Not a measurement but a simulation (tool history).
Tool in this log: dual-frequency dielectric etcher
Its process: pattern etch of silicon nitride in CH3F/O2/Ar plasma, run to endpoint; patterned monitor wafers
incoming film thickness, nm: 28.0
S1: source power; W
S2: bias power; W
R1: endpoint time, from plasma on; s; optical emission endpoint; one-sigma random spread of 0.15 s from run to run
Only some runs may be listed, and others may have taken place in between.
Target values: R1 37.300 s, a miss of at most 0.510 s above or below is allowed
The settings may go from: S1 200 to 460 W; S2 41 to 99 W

| run | day | S1 | S2 | R1 |
|---|---|---|---|---|
| 1 | 0.000 | 330 | 70 | 41.243 |
| 2 | 0.233 | 330 | 62 | 43.203 |
| 3 | 0.488 | 330 | 71 | 40.922 |
| 4 | 0.796 | 330 | 63 | 42.702 |
| 5 | 0.908 | 310 | 63 | 44.140 |
|  | 0.962 | bias power generator calibrated |
| 6 | 0.962 | 260 | 63 | 46.516 |
| 7 | 1.238 | 320 | 64 | 42.912 |
| 8 | 1.438 | 350 | 65 | 40.951 |
| 9 | 1.588 | 370 | 65 | 40.154 |
| 10 | 1.738 | 390 | 65 | 39.130 |
| 11 | 1.775 | 400 | 65 | 38.877 |
| 12 | 1.967 | 410 | 65 | 38.538 |
| 13 | 2.112 | 420 | 65 | 38.069 |
| 14 | 2.246 | 430 | 65 | 37.888 |

Exercise: of the 5 proposed moves below, exactly one satisfies all targets within the stated allowed misses. Which move is it?
| A | 2.379 | 420 | 65 | ? |
| B | 2.379 | 450 | 64 | ? |
| C | 2.379 | 420 | 64 | ? |
| D | 2.379 | 440 | 61 | ? |
| E | 2.379 | 430 | 60 | ? |

| move | R1 |
|---|---|
| A | 38.282 |
| B | 37.439 |
| C | 38.488 |
| D | 38.404 |
| E | 38.980 |
A: lands further from the targets than the last run did
B: all results in spec
C: lands further from the targets than the last run did
D: lands further from the targets than the last run did
E: lands further from the targets than the last run did
The right move is B.
